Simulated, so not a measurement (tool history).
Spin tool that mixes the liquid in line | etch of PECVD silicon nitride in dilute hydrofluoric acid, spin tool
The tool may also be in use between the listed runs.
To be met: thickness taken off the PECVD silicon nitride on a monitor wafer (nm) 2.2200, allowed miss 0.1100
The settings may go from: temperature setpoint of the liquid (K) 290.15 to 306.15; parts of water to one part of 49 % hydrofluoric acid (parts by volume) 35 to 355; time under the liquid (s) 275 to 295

| run | hour | temperature setpoint of the liquid (K) | parts of water to one part of 49 % hydrofluoric acid (parts by volume) | time under the liquid (s) | thickness taken off the PECVD silicon nitride on a monitor wafer (nm) |
|---|---|---|---|---|---|
| 1 | 0.0 | 298.15 | 195 | 275 | 3.1004 |
| 2 | 3.5 | 298.15 | 195 | 295 | 3.4605 |
| 3 | 11.4 | 300.15 | 195 | 295 | 3.8685 |
| 4 | 14.1 | 298.15 | 200 | 295 | 3.1860 |
| 5 | 18.2 | 301.65 | 200 | 295 | 4.0778 |
| 6 | 18.9 | 301.65 | 260 | 295 | 3.2256 |
| 7 | 23.1 | 300.15 | 260 | 295 | 2.8636 |
| 8 | 31.1 | 299.15 | 260 | 295 | 2.6977 |
| 9 | 35.0 | 298.65 | 260 | 295 | 2.6005 |
| 10 | 35.6 | 298.15 | 260 | 295 | 2.5269 |
| 11 | 44.4 | 297.65 | 260 | 295 | 2.4473 |
| 12 | 52.8 | 297.15 | 260 | 295 | 2.3705 |

Which of these 4 next moves meets every target?
| A | 61.2 | 295.65 | 230 | 295 | ? |
| B | 61.2 | 298.65 | 280 | 275 | ? |
| C | 61.2 | 297.65 | 255 | 295 | ? |
| D | 61.2 | 300.65 | 290 | 275 | ? |

| move | thickness taken off the PECVD silicon nitride on a monitor wafer (nm) |
|---|---|
| A | 2.4791 |
| B | 2.2906 |
| C | 2.5373 |
| D | 2.4922 |
A: further off than the last run
B: meets every target
C: further off than the last run
D: further off than the last run
Move B is the one to make.
